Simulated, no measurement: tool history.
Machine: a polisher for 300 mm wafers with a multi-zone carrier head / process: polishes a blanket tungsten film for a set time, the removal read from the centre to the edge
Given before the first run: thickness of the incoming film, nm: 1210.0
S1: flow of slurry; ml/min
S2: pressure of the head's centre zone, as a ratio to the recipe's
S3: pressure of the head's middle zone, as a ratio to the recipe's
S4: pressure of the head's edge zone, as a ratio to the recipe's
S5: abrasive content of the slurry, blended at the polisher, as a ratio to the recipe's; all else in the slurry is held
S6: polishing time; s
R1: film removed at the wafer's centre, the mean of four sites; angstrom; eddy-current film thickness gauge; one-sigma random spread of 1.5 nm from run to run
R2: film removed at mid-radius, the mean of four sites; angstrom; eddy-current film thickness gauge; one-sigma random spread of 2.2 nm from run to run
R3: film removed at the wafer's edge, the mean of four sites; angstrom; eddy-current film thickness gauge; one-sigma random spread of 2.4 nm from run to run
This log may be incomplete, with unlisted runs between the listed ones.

{"run": 1, "day": 0.0, "S1": 320, "S2": 1, "S3": 1, "S4": 1, "S5": 1, "S6": 82, "R1": 3022.3, "R2": 2952, "R3": 2997.8}
{"run": 2, "day": 0.354, "S1": 320, "S2": 1, "S3": 1, "S4": 1, "S5": 1, "S6": 63, "R1": 2311.3, "R2": 2225.6, "R3": 2284}
{"run": 3, "day": 0.712, "S1": 315, "S2": 0.99, "S3": 1, "S4": 1, "S5": 1, "S6": 63, "R1": 2315.3, "R2": 2211.2, "R3": 2363.1}
{"run": 4, "day": 0.808, "S1": 315, "S2": 0.99, "S3": 1, "S4": 1.06, "S5": 1, "S6": 63, "R1": 2305.9, "R2": 2243, "R3": 2380.8}
{"run": 5, "day": 0.992, "S1": 315, "S2": 0.99, "S3": 1, "S4": 1.03, "S5": 1, "S6": 63, "R1": 2277, "R2": 2212.7, "R3": 2351.1}
{"run": 6, "day": 1.092, "S1": 315, "S2": 0.99, "S3": 1, "S4": 1.06, "S5": 1, "S6": 63, "R1": 2305.1, "R2": 2236.4, "R3": 2353.2}

What does the tool deliver on the next run?
{"run": 7, "day": 1.15, "S1": 315, "S2": 0.99, "S3": 1.01, "S4": 1.06, "S5": 1, "S6": 63, "R1": "?", "R2": "?", "R3": "?"}

Run 7 yielded R1 2270.4 angstrom, R2 2211.7 angstrom, R3 2378 angstrom.
